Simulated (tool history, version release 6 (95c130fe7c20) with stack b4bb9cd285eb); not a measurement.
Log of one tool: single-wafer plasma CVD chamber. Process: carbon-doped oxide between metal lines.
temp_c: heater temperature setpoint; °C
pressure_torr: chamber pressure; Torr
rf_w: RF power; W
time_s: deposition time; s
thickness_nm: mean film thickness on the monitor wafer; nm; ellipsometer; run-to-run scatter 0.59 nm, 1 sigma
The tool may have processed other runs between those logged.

Run 1, day 0: temp_c 355 °C, pressure_torr 5.88 Torr, rf_w 460 W, time_s 28.1 s. Result: thickness_nm 139.69 nm.
Run 2, day 0.342: temp_c 359 °C, pressure_torr 5.88 Torr, rf_w 460 W, time_s 28.1 s. Result: thickness_nm 137.72 nm.
Run 3, day 0.629: temp_c 362 °C, pressure_torr 5.64 Torr, rf_w 440 W, time_s 28.1 s. Result: thickness_nm 131.53 nm.
Run 4, day 0.875: temp_c 364 °C, pressure_torr 5.4 Torr, rf_w 425 W, time_s 28.1 s. Result: thickness_nm 125.66 nm.
Run 5, day 1.212: temp_c 357 °C, pressure_torr 5.4 Torr, rf_w 425 W, time_s 28.1 s. Result: thickness_nm 127.75 nm.
Run 6, day 1.475: temp_c 358 °C, pressure_torr 5.01 Torr, rf_w 420 W, time_s 28.1 s. Result: thickness_nm 123.65 nm.
Run 7, day 1.654: temp_c 359 °C, pressure_torr 4.7 Torr, rf_w 420 W, time_s 28.1 s. Result: thickness_nm 121.95 nm.
Run 8, day 1.683: temp_c 360 °C, pressure_torr 4.44 Torr, rf_w 420 W, time_s 28.1 s. Result: thickness_nm 120.15 nm.
Run 9, day 1.8: temp_c 361 °C, pressure_torr 4.24 Torr, rf_w 420 W, time_s 28.1 s. Result: thickness_nm 120.83 nm.

The next listed run, before its measurement:
Run 10, day 2.088: temp_c 361 °C, pressure_torr 4.09 Torr, rf_w 415 W, time_s 28.1 s. Result: thickness_nm ?.

thickness_nm: 117.67 nm

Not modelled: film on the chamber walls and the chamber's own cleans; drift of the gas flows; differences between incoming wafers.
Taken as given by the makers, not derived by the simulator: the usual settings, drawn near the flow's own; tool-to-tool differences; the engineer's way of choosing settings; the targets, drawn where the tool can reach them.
